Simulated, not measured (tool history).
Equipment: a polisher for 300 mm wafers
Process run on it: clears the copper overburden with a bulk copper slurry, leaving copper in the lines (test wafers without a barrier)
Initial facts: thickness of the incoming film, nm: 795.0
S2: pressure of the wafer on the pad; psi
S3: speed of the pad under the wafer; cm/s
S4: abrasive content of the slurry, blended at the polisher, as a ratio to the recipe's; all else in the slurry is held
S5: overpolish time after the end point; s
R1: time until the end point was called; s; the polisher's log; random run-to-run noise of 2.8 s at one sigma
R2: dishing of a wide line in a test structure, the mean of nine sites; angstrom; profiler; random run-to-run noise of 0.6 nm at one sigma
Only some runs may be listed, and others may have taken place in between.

run 1 hour=0 | flow_of_slurry_(ml/min)=130 S2=2.2 S3=110 S4=1 S5=14 | R1=115.24 R2=614.58
run 2 hour=4.3 | flow_of_slurry_(ml/min)=130 S2=2.1 S3=110 S4=1 S5=13 | R1=123.12 R2=571.59
run 3 hour=6.7 | flow_of_slurry_(ml/min)=130 S2=2 S3=110 S4=1 S5=12 | R1=124.67 R2=502.61
run 4 hour=10.1 | flow_of_slurry_(ml/min)=130 S2=1.9 S3=110 S4=1 S5=12 | R1=128.13 R2=482.59
run 5 hour=16.1 | flow_of_slurry_(ml/min)=130 S2=1.8 S3=110 S4=1 S5=12 | R1=132.77 R2=479.25
run 6 hour=21.4 | flow_of_slurry_(ml/min)=130 S2=1.7 S3=108 S4=1 S5=12 | R1=145.78 R2=463.56
run 7 hour=28.9 | flow_of_slurry_(ml/min)=130 S2=1.7 S3=108 S4=1 S5=12 | R1=144.34 R2=479.44
run 8 hour=31.3 | flow_of_slurry_(ml/min)=130 S2=1.6 S3=108 S4=1 S5=11 | R1=151.14 R2=407.24
run 9 hour=36.5 | flow_of_slurry_(ml/min)=130 S2=1.6 S3=108 S4=1 S5=11 | R1=146.21 R2=423.24

Estimate the outcome of run 10 from the log above:
run 10 hour=43.3 | flow_of_slurry_(ml/min)=130 S2=1.5 S3=108 S4=1 S5=11 | R1=? R2=?

R1: 153.56 s
R2: 395.41 angstrom
